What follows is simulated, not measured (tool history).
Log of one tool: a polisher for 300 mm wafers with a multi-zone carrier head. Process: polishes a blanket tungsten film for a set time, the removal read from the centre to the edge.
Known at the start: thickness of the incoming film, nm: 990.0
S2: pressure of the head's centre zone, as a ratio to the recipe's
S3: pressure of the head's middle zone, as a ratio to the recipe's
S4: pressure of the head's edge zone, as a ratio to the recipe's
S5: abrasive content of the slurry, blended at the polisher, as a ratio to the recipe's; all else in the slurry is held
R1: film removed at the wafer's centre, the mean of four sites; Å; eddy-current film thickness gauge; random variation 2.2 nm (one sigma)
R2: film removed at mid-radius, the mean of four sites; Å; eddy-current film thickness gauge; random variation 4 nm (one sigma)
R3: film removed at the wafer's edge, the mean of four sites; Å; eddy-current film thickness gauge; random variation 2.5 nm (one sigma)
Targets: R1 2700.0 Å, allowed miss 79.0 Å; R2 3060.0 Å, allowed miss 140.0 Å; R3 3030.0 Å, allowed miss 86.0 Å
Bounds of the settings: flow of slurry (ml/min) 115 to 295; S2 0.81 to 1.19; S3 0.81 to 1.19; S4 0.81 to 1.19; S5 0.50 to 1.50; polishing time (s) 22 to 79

{"run": 1, "day": 0.0, "flow of slurry (ml/min)": 190, "S2": 1.0, "S3": 1.0, "S4": 1.0, "S5": 1.0, "polishing time (s)": 50, "R1": 4147.8, "R2": 4292.2, "R3": 4193.6}
{"run": 2, "day": 0.338, "flow of slurry (ml/min)": 190, "S2": 1.0, "S3": 1.0, "S4": 1.0, "S5": 0.85, "polishing time (s)": 50, "R1": 3953.7, "R2": 4077.1, "R3": 4016.5}
{"run": 3, "day": 0.488, "flow of slurry (ml/min)": 180, "S2": 0.96, "S3": 0.98, "S4": 0.96, "S5": 0.75, "polishing time (s)": 48, "R1": 3547.7, "R2": 3730.4, "R3": 3649.6}
{"run": 4, "day": 0.592, "flow of slurry (ml/min)": 160, "S2": 0.96, "S3": 0.98, "S4": 0.96, "S5": 0.75, "polishing time (s)": 48, "R1": 3457.7, "R2": 3666.5, "R3": 3527.8}
{"run": 5, "day": 0.721, "flow of slurry (ml/min)": 160, "S2": 0.96, "S3": 1.04, "S4": 0.96, "S5": 0.75, "polishing time (s)": 48, "R1": 3503.9, "R2": 3845.8, "R3": 3642.9}
{"run": 6, "day": 1.058, "flow of slurry (ml/min)": 160, "S2": 0.96, "S3": 1.04, "S4": 0.96, "S5": 0.75, "polishing time (s)": 56, "R1": 4049.4, "R2": 4422.4, "R3": 4185.1}
{"run": 7, "day": 1.204, "flow of slurry (ml/min)": 150, "S2": 0.92, "S3": 1.0, "S4": 0.95, "S5": 0.65, "polishing time (s)": 53, "R1": 3518.5, "R2": 3940.3, "R3": 3806.7}
{"run": 8, "day": 1.338, "flow of slurry (ml/min)": 145, "S2": 0.89, "S3": 0.96, "S4": 0.92, "S5": 0.6, "polishing time (s)": 51, "R1": 3167.5, "R2": 3576.0, "R3": 3485.0}
{"run": 9, "day": 1.479, "flow of slurry (ml/min)": 140, "S2": 0.87, "S3": 0.93, "S4": 0.89, "S5": 0.55, "polishing time (s)": 51, "R1": 2968.8, "R2": 3291.3, "R3": 3326.2}

4 next moves are on the table. One of them brings every result within its allowed miss. Which?
{"run": "A", "day": 1.621, "flow of slurry (ml/min)": 145, "S2": 0.82, "S3": 1.01, "S4": 0.88, "S5": 0.55, "polishing time (s)": 44, "R1": "?", "R2": "?", "R3": "?"}
{"run": "B", "day": 1.621, "flow of slurry (ml/min)": 140, "S2": 0.83, "S3": 0.86, "S4": 0.91, "S5": 0.65, "polishing time (s)": 48, "R1": "?", "R2": "?", "R3": "?"}
{"run": "C", "day": 1.621, "flow of slurry (ml/min)": 150, "S2": 0.82, "S3": 0.89, "S4": 0.83, "S5": 0.5, "polishing time (s)": 49, "R1": "?", "R2": "?", "R3": "?"}
{"run": "D", "day": 1.621, "flow of slurry (ml/min)": 115, "S2": 0.88, "S3": 0.81, "S4": 0.91, "S5": 0.6, "polishing time (s)": 46, "R1": "?", "R2": "?", "R3": "?"}

move=A R1=2463.3 R2=3148.9 R3=2878.8
move=B R1=2825.1 R2=3138.8 R3=3335.6
move=C R1=2683.3 R2=3092.8 R3=3055.4
move=D R1=2676.5 R2=2706.5 R3=3051.3
A: takes the result that was furthest off past its target
B: as far off as the last run
C: meets every target
D: brings the result that was furthest off to its target, and leaves another outside
The right move is C.
